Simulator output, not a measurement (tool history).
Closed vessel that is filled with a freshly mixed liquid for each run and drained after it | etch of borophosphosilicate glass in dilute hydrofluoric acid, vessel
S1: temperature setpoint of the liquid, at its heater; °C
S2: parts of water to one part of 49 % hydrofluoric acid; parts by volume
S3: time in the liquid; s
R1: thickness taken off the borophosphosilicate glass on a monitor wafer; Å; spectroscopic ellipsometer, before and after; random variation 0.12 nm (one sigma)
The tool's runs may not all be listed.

run,hour,S1,S2,S3,R1
1,0,23,175,35,128.76
2,7.6,25,150,35,166.23
3,11.5,23,150,35,153.07
4,12.4,25,130,35,196.78
5,18.3,26.5,120,35,227.14
6,22.7,27.5,110,35,262.57

Forecast run 7:
# hour 31.7: thermometer replaced
7,31.7,28.5,105,35,?

Run 7 gave R1 305.08 Å.
